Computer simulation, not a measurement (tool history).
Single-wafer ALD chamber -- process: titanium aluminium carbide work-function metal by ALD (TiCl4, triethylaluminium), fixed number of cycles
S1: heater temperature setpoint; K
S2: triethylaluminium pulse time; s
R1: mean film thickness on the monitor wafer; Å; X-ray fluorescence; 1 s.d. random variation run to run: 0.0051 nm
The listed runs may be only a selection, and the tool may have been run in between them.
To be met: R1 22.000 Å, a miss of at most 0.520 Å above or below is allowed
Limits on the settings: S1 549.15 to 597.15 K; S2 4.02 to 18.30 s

{"run": 1, "hour": 0.0, "S1": 573.15, "S2": 11.16, "R1": 19.829}
{"run": 2, "hour": 8.8, "S1": 564.15, "S2": 11.16, "R1": 19.122}
{"run": 3, "hour": 16.6, "S1": 569.15, "S2": 12.02, "R1": 19.549}
{"run": 4, "hour": 20.5, "S1": 580.15, "S2": 12.02, "R1": 20.652}
{"run": 5, "hour": 23.9, "S1": 582.15, "S2": 12.32, "R1": 20.877}
{"run": 6, "hour": 29.4, "S1": 584.15, "S2": 12.58, "R1": 21.045}
{"run": 7, "hour": 31.8, "S1": 586.15, "S2": 12.8, "R1": 21.228}
{"run": 8, "hour": 34.3, "S1": 587.15, "S2": 12.98, "R1": 21.369}

Exercise: of the 4 proposed moves below, exactly one satisfies all targets within the stated allowed misses. Which move is it?
{"run": "A", "hour": 36.8, "S1": 592.15, "S2": 13.82, "R1": "?"}
{"run": "B", "hour": 36.8, "S1": 581.15, "S2": 10.96, "R1": "?"}
{"run": "C", "hour": 36.8, "S1": 581.15, "S2": 15.89, "R1": "?"}
{"run": "D", "hour": 36.8, "S1": 583.15, "S2": 12.33, "R1": "?"}

move=A R1=21.917
move=B R1=20.571
move=C R1=20.938
move=D R1=20.924
A: all results in spec
B: further off than the last run
C: further off than the last run
D: further off than the last run
Move A is the one to make.

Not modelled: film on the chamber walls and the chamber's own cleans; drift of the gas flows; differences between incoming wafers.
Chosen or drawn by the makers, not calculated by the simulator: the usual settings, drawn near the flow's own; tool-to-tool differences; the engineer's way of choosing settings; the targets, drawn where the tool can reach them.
